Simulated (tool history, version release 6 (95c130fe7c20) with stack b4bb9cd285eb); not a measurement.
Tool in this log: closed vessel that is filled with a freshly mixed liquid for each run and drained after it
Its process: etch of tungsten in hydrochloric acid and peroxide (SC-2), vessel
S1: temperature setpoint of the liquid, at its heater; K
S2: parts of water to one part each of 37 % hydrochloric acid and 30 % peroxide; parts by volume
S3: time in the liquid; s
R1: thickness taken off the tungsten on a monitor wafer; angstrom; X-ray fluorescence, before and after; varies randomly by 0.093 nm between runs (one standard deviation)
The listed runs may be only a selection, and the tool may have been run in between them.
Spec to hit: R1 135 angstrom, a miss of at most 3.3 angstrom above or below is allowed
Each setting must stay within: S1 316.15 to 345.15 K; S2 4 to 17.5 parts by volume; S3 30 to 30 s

{"run": 1, "hour": 0.0, "S1": 332.15, "S2": 9.5, "S3": 30, "R1": 90.09}
{"run": 2, "hour": 5.9, "S1": 333.15, "S2": 9.5, "S3": 30, "R1": 96.295}
{"run": 3, "hour": 10.5, "S1": 333.65, "S2": 9.5, "S3": 30, "R1": 99.77}
{"run": 4, "hour": 18.6, "S1": 331.15, "S2": 9.5, "S3": 30, "R1": 85.694}
{"run": 5, "hour": 27.3, "S1": 327.15, "S2": 9.5, "S3": 30, "R1": 65.958}
{"run": 6, "hour": 34.9, "S1": 327.15, "S2": 12, "S3": 30, "R1": 54.392}
{"run": 7, "hour": 41.8, "S1": 329.15, "S2": 12, "S3": 30, "R1": 61.873}
{"run": 8, "hour": 45.0, "S1": 330.65, "S2": 12, "S3": 30, "R1": 67.913}
{"run": 9, "hour": 46.3, "S1": 332.15, "S2": 12, "S3": 30, "R1": 74.631}
{"run": 10, "hour": 49.5, "S1": 340.15, "S2": 12, "S3": 30, "R1": 123.34}

Which of these 5 next moves meets every target?
{"run": "A", "hour": 52.7, "S1": 338.65, "S2": 12.5, "S3": 30, "R1": "?"}
{"run": "B", "hour": 52.7, "S1": 340.65, "S2": 14, "S3": 30, "R1": "?"}
{"run": "C", "hour": 52.7, "S1": 335.15, "S2": 8, "S3": 30, "R1": "?"}
{"run": "D", "hour": 52.7, "S1": 342.65, "S2": 12.5, "S3": 30, "R1": "?"}
{"run": "E", "hour": 52.7, "S1": 338.15, "S2": 10.5, "S3": 30, "R1": "?"}

move=A R1=107.62
move=B R1=110.05
move=C R1=125.9
move=D R1=136.82
move=E R1=121.1
A: moves away from the targets compared with the last run
B: moves away from the targets compared with the last run
C: better than the last run, though not everything is in spec
D: hits every target within its allowed miss
E: moves away from the targets compared with the last run
D meets every target.
